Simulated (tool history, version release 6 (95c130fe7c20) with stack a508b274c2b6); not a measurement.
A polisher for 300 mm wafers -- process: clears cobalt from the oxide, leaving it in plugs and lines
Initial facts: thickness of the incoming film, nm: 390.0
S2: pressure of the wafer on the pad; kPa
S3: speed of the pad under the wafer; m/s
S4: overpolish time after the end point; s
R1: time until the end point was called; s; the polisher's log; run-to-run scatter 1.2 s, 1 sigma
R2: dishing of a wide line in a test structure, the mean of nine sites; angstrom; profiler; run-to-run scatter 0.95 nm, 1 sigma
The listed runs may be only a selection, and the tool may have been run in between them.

Run 1, hour 0.0: flow of slurry (ml/min) 160, S2 11.7 kPa, S3 1.28 m/s, S4 29 s. Result: R1 61.254 s, R2 590.38 angstrom.
Run 2, hour 6.6: flow of slurry (ml/min) 160, S2 11.7 kPa, S3 1.28 m/s, S4 37 s. Result: R1 61.915 s, R2 620.61 angstrom.
Run 3, hour 10.9: flow of slurry (ml/min) 160, S2 11.0 kPa, S3 1.28 m/s, S4 38 s. Result: R1 66.897 s, R2 618.62 angstrom.
Run 4, hour 12.3: flow of slurry (ml/min) 120, S2 11.0 kPa, S3 1.28 m/s, S4 38 s. Result: R1 67.444 s, R2 623.96 angstrom.
Run 5, hour 13.9: flow of slurry (ml/min) 120, S2 10.3 kPa, S3 1.28 m/s, S4 38 s. Result: R1 70.210 s, R2 614.22 angstrom.
Run 6, hour 17.5: flow of slurry (ml/min) 120, S2 12.4 kPa, S3 1.28 m/s, S4 38 s. Result: R1 60.961 s, R2 631.84 angstrom.
Run 7, hour 20.8: flow of slurry (ml/min) 120, S2 11.0 kPa, S3 1.26 m/s, S4 38 s. Result: R1 69.153 s, R2 613.06 angstrom.
Run 8, hour 21.5: flow of slurry (ml/min) 120, S2 10.3 kPa, S3 1.26 m/s, S4 39 s. Result: R1 72.399 s, R2 614.27 angstrom.
Run 9, hour 23.3: flow of slurry (ml/min) 120, S2 9.7 kPa, S3 1.26 m/s, S4 39 s. Result: R1 77.399 s, R2 626.05 angstrom.

For run 10, what comes out?
Run 10, hour 27.9: flow of slurry (ml/min) 120, S2 8.3 kPa, S3 1.24 m/s, S4 33 s. Result: R1 ?, R2 ?.

Run 10 came out at R1 93.782 s, R2 559.36 angstrom.

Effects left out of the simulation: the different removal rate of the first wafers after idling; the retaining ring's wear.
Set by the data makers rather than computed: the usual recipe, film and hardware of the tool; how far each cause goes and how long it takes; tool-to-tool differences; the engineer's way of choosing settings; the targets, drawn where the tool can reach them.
